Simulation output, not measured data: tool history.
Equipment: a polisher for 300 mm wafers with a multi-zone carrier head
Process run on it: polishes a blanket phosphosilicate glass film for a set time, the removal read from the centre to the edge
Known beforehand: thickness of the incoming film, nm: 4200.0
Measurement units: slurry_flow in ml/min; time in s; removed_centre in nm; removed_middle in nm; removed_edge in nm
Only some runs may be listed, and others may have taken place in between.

{"run": 1, "hour": 0.0, "slurry_flow": 260, "centre_zone": 1, "middle_zone": 1, "edge_zone": 1, "slurry_solids": 1, "time": 65, "removed_centre": 524.91, "removed_middle": 531.98, "removed_edge": 549.23}
{"run": 2, "hour": 4.6, "slurry_flow": 260, "centre_zone": 1.01, "middle_zone": 1.01, "edge_zone": 1.02, "slurry_solids": 1.05, "time": 65, "removed_centre": 532.62, "removed_middle": 555.36, "removed_edge": 574.62}
{"run": 3, "hour": 12.6, "slurry_flow": 260, "centre_zone": 1.01, "middle_zone": 1.01, "edge_zone": 1.02, "slurry_solids": 1.05, "time": 53, "removed_centre": 431.44, "removed_middle": 454.61, "removed_edge": 466.65}
{"run": 4, "hour": 19.6, "slurry_flow": 260, "centre_zone": 1.01, "middle_zone": 1.01, "edge_zone": 1.02, "slurry_solids": 0.9, "time": 53, "removed_centre": 414.1, "removed_middle": 430.07, "removed_edge": 429.99}
{"run": 5, "hour": 23.0, "slurry_flow": 260, "centre_zone": 1.01, "middle_zone": 1.01, "edge_zone": 1.02, "slurry_solids": 0.9, "time": 68, "removed_centre": 518.54, "removed_middle": 537.81, "removed_edge": 545.2}
{"run": 6, "hour": 27.7, "slurry_flow": 220, "centre_zone": 1.01, "middle_zone": 1.01, "edge_zone": 1.02, "slurry_solids": 0.9, "time": 68, "removed_centre": 504.66, "removed_middle": 533.37, "removed_edge": 543.48}

Run 7 is up next; what results do you expect?
{"run": 7, "hour": 30.6, "slurry_flow": 225, "centre_zone": 1.02, "middle_zone": 1.01, "edge_zone": 1.03, "slurry_solids": 0.95, "time": 68, "removed_centre": "?", "removed_middle": "?", "removed_edge": "?"}

Logged for run 7: removed_centre 539.01 nm, removed_middle 543.25 nm, removed_edge 563.81 nm.

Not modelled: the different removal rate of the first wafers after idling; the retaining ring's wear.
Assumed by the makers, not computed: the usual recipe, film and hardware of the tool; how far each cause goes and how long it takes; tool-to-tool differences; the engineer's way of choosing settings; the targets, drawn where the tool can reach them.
